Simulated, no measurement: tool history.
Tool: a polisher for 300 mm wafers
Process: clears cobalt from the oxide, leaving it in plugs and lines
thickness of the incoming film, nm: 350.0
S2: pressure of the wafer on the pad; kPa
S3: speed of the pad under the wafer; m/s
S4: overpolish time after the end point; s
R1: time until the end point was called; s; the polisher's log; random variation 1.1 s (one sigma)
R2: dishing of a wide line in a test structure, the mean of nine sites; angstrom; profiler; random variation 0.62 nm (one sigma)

run 1 hour=0 | flow_of_slurry_(ml/min)=300 S2=14.5 S3=0.84 S4=11 | R1=66.456 R2=392.98
run 2 hour=8.8 | flow_of_slurry_(ml/min)=300 S2=13.1 S3=0.82 S4=12 | R1=75.26 R2=380.42
run 3 hour=11 | flow_of_slurry_(ml/min)=300 S2=12.4 S3=0.8 S4=13 | R1=80.778 R2=377.02
run 4 hour=13.5 | flow_of_slurry_(ml/min)=300 S2=10.3 S3=0.8 S4=13 | R1=97.616 R2=341.18
run 5 hour=14.2 | flow_of_slurry_(ml/min)=300 S2=10.3 S3=0.8 S4=16 | R1=95.828 R2=389.44
run 6 hour=15.4 | flow_of_slurry_(ml/min)=300 S2=11.7 S3=0.8 S4=16 | R1=86.23 R2=426.04
run 7 hour=22.9 | flow_of_slurry_(ml/min)=300 S2=11 S3=0.8 S4=16 | R1=89.678 R2=393.68

Run 8 comes next. What will it give?
run 8 hour=28.2 | flow_of_slurry_(ml/min)=300 S2=10.3 S3=0.78 S4=16 | R1=? R2=?

{"run 8": {"R1": 98.662, "R2": 392.42}}
